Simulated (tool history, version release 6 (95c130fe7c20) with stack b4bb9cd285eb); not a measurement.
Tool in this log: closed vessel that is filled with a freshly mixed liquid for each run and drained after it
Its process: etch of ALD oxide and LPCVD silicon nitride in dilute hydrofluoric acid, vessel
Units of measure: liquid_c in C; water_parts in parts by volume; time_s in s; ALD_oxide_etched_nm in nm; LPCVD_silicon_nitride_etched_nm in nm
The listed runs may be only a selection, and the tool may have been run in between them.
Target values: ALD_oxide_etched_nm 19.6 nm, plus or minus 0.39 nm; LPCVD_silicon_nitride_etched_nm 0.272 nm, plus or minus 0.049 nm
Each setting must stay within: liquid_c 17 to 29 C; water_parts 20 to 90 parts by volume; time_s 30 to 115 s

run  hour  liquid_c  water_parts  time_s  ALD_oxide_etched_nm  LPCVD_silicon_nitride_etched_nm
  1     0        21           50      60               31.301                          0.52718
  2   7.6        21           60      60                25.65                          0.38238
  3  14.7        21           45      60               35.321                          0.56257
  4  20.5        23           45      60               38.405                          0.61339
  5  22.3        23           45      50               31.592                           0.5303
  6  29.7        21           45      50               29.538                          0.44737
  7  38.6        20           50      50               24.842                          0.38894
  8  47.7      19.5           50      50               24.461                          0.38005
  9  49.1        19           50      50               23.891                          0.33538

Of the 4 settings listed for the next run, only one would bring every result within its allowed miss of target. Which one?
  A  50.5        18           55      45                    ?                                ?
  B  50.5      17.5           35      30                    ?                                ?
  C  50.5      17.5           60      50                    ?                                ?
  D  50.5      28.5           70      40                    ?                                ?

move  ALD_oxide_etched_nm  LPCVD_silicon_nitride_etched_nm
   A               18.515                          0.27898
   B               19.418                          0.27798
   C               18.353                          0.27502
   D               19.511                          0.39736
A: carries the result that was furthest off beyond its target, to the other side
B: all results in spec
C: carries the result that was furthest off beyond its target, to the other side
D: the worst result of the last run now meets its target, but another is out of spec
B meets every target.
